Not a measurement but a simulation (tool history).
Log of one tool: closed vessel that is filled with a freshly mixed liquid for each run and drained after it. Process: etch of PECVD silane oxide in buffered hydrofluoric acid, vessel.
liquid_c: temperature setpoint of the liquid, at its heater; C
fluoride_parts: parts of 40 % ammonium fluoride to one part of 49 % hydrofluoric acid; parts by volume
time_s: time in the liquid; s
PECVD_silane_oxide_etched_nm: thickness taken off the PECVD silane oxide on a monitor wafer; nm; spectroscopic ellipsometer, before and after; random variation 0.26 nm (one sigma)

run 1 day=0 | liquid_c=21 fluoride_parts=10.5 time_s=30 | PECVD_silane_oxide_etched_nm=36.453
run 2 day=0.138 | liquid_c=21 fluoride_parts=8 time_s=30 | PECVD_silane_oxide_etched_nm=46.548
run 3 day=0.229 | liquid_c=21 fluoride_parts=8 time_s=30 | PECVD_silane_oxide_etched_nm=46.09
run 4 day=0.429 | liquid_c=21 fluoride_parts=8 time_s=30 | PECVD_silane_oxide_etched_nm=45.638
run 5 day=0.525 | liquid_c=21 fluoride_parts=8 time_s=30 | PECVD_silane_oxide_etched_nm=46.009
run 6 day=0.654 | liquid_c=20 fluoride_parts=8.5 time_s=30 | PECVD_silane_oxide_etched_nm=41.121
run 7 day=0.946 | liquid_c=19.5 fluoride_parts=9 time_s=30 | PECVD_silane_oxide_etched_nm=36.963
run 8 day=0.983 | liquid_c=19 fluoride_parts=9.5 time_s=30 | PECVD_silane_oxide_etched_nm=35.573

Run 9 comes next. What will it give?
run 9 day=1.088 | liquid_c=18.5 fluoride_parts=10 time_s=30 | PECVD_silane_oxide_etched_nm=?

Run 9 gave PECVD_silane_oxide_etched_nm 33.323 nm.

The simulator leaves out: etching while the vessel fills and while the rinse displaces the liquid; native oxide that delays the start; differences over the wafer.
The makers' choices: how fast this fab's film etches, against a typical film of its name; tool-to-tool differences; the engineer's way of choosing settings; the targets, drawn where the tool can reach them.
